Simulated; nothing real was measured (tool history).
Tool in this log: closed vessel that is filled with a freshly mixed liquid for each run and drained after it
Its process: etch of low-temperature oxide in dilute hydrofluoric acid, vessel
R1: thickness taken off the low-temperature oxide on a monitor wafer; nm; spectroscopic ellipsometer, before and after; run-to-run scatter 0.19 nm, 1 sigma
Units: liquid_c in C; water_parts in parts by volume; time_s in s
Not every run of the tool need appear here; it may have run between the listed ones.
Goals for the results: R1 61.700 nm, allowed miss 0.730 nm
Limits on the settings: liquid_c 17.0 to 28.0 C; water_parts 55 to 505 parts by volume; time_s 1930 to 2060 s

run 1 hour=0.0 | liquid_c=20.0 water_parts=280 time_s=1930 | R1=82.333
run 2 hour=5.7 | liquid_c=17.0 water_parts=280 time_s=1930 | R1=73.306
run 3 hour=13.3 | liquid_c=17.0 water_parts=280 time_s=2060 | R1=78.672
run 4 hour=17.4 | liquid_c=17.0 water_parts=290 time_s=2060 | R1=75.137
run 5 hour=23.1 | liquid_c=17.0 water_parts=295 time_s=2060 | R1=73.666
run 6 hour=23.8 | liquid_c=17.0 water_parts=210 time_s=2060 | R1=111.350
run 7 hour=25.0 | liquid_c=17.0 water_parts=230 time_s=2060 | R1=100.080
run 8 hour=31.7 | liquid_c=17.0 water_parts=230 time_s=2060 | R1=99.887
run 9 hour=32.7 | liquid_c=17.0 water_parts=250 time_s=2060 | R1=90.530
run 10 hour=39.4 | liquid_c=17.0 water_parts=265 time_s=2060 | R1=83.866
run 11 hour=42.5 | liquid_c=17.0 water_parts=275 time_s=2060 | R1=79.966
run 12 hour=43.8 | liquid_c=17.0 water_parts=345 time_s=2060 | R1=60.081
run 13 hour=46.0 | liquid_c=18.0 water_parts=345 time_s=2060 | R1=62.521

Below are 4 possible settings for the next run. Only one of them brings all results inside the allowed miss of their targets. Which is it?
run A hour=48.2 | liquid_c=18.5 water_parts=350 time_s=2035 | R1=?
run B hour=48.2 | liquid_c=17.0 water_parts=315 time_s=1945 | R1=?
run C hour=48.2 | liquid_c=17.0 water_parts=315 time_s=1930 | R1=?
run D hour=48.2 | liquid_c=21.0 water_parts=360 time_s=1990 | R1=?

move=A R1=61.735
move=B R1=63.851
move=C R1=63.359
move=D R1=63.612
A: each result inside its tolerance
B: further off than the last run
C: further off than the last run
D: further off than the last run
The move that meets every target is A.

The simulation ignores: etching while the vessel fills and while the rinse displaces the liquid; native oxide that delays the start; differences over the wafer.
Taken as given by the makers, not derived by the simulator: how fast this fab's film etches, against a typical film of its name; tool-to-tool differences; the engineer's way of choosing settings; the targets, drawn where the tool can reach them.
